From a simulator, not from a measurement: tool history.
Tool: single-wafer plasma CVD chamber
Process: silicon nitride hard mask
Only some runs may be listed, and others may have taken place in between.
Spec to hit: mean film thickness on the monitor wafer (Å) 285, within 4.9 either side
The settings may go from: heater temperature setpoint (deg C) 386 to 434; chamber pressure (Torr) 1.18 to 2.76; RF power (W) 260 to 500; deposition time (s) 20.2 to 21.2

run    day  heater temperature setpoint (deg C)  chamber pressure (Torr)  RF power (W)  deposition time (s)  mean film thickness on the monitor wafer (Å)
  1      0                                  410                     1.97           380                 21.2                                        328.68
  2  0.192                                  410                     1.82           370                 21.2                                        313.31
  3  0.262                                  410                     1.82           370                 21.2                                        314.19
  4   0.35                                  404                     1.82           370                 21.2                                         315.5
  5  0.417                                  404                     1.68           370                 21.2                                        303.01
  6    0.6                                  404                     1.68           405                 21.2                                        316.32
  7  0.783                                  404                     1.58           405                 21.2                                        308.62
  8  1.108                                  404                      1.5           405                 21.2                                        298.78
  9  1.442                                  404                     1.28           400                 21.2                                        269.65
 10  1.571                                  403                     1.31           400                 21.2                                        274.14
 11  1.921                                  403                     1.33           400                 21.2                                        278.62
 12  1.962                                  403                     1.47           405                 21.2                                        295.93
 13  2.138                                  404                     1.45           405                 21.2                                         295.6
 14  2.442                                  404                     1.43           405                 21.2                                        290.24
 15  2.496                                  404                     1.42           405                 21.2                                        291.59

Which of these 5 next moves meets every target?
  A  2.55                                  398                     1.29           460                 20.8                                             ?
  B  2.55                                  398                     1.44           440                 21.2                                             ?
  C  2.55                                  407                     1.42           390                 20.5                                             ?
  D  2.55                                  415                     1.41           450                 20.9                                             ?
  E  2.55                                  407                     1.39           400                 20.2                                             ?

move  mean film thickness on the monitor wafer (Å)
   A                                        286.09
   B                                        305.76
   C                                        276.63
   D                                        298.87
   E                                        272.31
A: all results land within tolerance of their targets
B: lands further from the targets than the last run did
C: takes the biggest miss from the last run beyond its target
D: lands further from the targets than the last run did
E: takes the biggest miss from the last run beyond its target
Correct choice: A, which meets every target
